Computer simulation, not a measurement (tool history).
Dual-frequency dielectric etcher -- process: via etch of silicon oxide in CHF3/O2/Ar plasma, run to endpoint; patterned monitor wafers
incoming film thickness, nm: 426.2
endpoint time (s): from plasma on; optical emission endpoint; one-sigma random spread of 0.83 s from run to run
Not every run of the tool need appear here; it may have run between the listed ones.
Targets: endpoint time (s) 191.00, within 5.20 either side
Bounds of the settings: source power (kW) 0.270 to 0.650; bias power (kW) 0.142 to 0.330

| run | hour | source power (kW) | bias power (kW) | endpoint time (s) |
|---|---|---|---|---|
| 1 | 0.0 | 0.460 | 0.236 | 229.94 |
| 2 | 5.1 | 0.490 | 0.244 | 221.23 |
| 3 | 12.2 | 0.490 | 0.274 | 208.48 |
| 4 | 18.8 | 0.520 | 0.274 | 202.46 |
| 5 | 27.0 | 0.440 | 0.274 | 216.28 |
| 6 | 31.6 | 0.370 | 0.274 | 232.61 |
| 7 | 37.4 | 0.470 | 0.301 | 202.31 |
| 8 | 43.0 | 0.480 | 0.303 | 199.75 |
| 9 | 50.2 | 0.490 | 0.304 | 197.05 |

Next run, 5 choices. One meets every target within its allowed miss, the rest don't. Which?
| A | 57.4 | 0.480 | 0.301 | ? |
| B | 57.4 | 0.470 | 0.293 | ? |
| C | 57.4 | 0.510 | 0.271 | ? |
| D | 57.4 | 0.450 | 0.286 | ? |
| E | 57.4 | 0.560 | 0.287 | ? |

| move | endpoint time (s) |
|---|---|
| A | 198.99 |
| B | 203.42 |
| C | 205.30 |
| D | 209.49 |
| E | 192.20 |
A: lands further from the targets than the last run did
B: lands further from the targets than the last run did
C: lands further from the targets than the last run did
D: lands further from the targets than the last run did
E: all results land within tolerance of their targets
Correct choice: E, which meets every target

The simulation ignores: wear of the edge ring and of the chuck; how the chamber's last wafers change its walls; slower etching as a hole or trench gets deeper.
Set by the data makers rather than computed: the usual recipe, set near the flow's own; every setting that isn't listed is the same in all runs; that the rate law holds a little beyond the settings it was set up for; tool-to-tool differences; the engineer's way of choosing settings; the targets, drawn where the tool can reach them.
